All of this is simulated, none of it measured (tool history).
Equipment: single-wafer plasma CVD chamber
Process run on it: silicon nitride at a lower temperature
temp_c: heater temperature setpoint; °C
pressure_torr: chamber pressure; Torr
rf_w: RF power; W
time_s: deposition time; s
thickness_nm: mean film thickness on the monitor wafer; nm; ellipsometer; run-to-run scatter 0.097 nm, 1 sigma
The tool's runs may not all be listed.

run 1 hour=0.0 | temp_c=370 pressure_torr=1.38 rf_w=310 time_s=20.0 | thickness_nm=23.318
run 2 hour=7.9 | temp_c=370 pressure_torr=1.50 rf_w=310 time_s=20.0 | thickness_nm=23.727
run 3 hour=13.1 | temp_c=370 pressure_torr=1.42 rf_w=295 time_s=19.9 | thickness_nm=22.151
run 4 hour=15.9 | temp_c=370 pressure_torr=1.34 rf_w=285 time_s=19.9 | thickness_nm=21.523
run 5 hour=18.3 | temp_c=370 pressure_torr=1.34 rf_w=265 time_s=19.9 | thickness_nm=19.606
run 6 hour=21.3 | temp_c=364 pressure_torr=1.34 rf_w=265 time_s=19.9 | thickness_nm=19.649
run 7 hour=28.4 | temp_c=364 pressure_torr=1.27 rf_w=265 time_s=19.9 | thickness_nm=19.487
run 8 hour=35.8 | temp_c=364 pressure_torr=0.99 rf_w=245 time_s=19.8 | thickness_nm=17.092

The next listed run, before its measurement:
run 9 hour=36.8 | temp_c=364 pressure_torr=1.01 rf_w=245 time_s=19.8 | thickness_nm=?

{"run 9": {"thickness_nm": 16.969}}
